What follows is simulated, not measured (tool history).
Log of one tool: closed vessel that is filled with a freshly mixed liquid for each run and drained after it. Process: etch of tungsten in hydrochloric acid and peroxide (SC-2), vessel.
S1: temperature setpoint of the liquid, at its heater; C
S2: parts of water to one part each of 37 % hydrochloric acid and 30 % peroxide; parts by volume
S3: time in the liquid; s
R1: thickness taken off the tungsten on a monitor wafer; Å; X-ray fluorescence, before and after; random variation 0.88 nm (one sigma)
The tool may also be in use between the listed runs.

run  hour    S1   S2   S3      R1
  1   0.0  60.0  8.5  135  522.31
  2   3.9  60.0  8.5  135  518.98
  3  11.6  64.5  8.5  135  685.96
  4  14.1  65.0  8.5  135  701.06
  5  15.0  65.0  8.5  145  758.80
  6  17.7  65.5  8.5  145  785.60
  7  24.8  66.0  8.5  145  803.06
  8  31.4  66.5  8.5  145  820.13

The next listed run, before its measurement:
  9  36.8  67.0  8.5  145   ?

Run 9 gave R1 859.40 Å.

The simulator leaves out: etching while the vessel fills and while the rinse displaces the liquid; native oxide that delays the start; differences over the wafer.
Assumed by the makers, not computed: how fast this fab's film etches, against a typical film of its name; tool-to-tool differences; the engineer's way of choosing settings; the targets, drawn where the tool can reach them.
